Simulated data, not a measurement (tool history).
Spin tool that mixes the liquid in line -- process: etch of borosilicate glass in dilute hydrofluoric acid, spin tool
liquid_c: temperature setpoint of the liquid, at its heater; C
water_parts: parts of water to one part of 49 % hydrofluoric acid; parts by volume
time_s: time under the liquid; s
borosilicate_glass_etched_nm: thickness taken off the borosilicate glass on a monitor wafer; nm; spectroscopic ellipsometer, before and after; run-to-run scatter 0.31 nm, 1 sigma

run	hour	liquid_c	water_parts	time_s	borosilicate_glass_etched_nm
1	0	22	200	120	13.535
2	5.1	23.5	175	120	16.741
3	11.9	23.5	205	120	13.896
4	16.3	24.5	180	120	16.994
5	22.7	24.5	220	120	13.253
6	25.3	24.5	280	120	9.7996
7	32.2	28.5	200	120	17.258

Predict the results of run 8:
8	38.2	29	175	120	?

{"run 8": {"borosilicate_glass_etched_nm": 20.663}}
